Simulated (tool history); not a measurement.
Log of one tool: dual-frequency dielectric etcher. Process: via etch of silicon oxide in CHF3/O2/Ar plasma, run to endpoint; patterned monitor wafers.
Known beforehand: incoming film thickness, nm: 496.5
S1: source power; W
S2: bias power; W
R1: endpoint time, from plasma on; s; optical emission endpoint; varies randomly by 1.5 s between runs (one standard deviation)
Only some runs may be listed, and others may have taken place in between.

run,hour,S1,S2,R1
1,0,680,151,239.82
2,2.3,620,140,257.07
3,10.8,530,140,274.11
4,16.7,530,123,283.27
5,19.1,500,122,290.56
6,20.9,480,121,297.15

What will run 7 give?
7,27.1,480,121,?

R1: 297.56 s
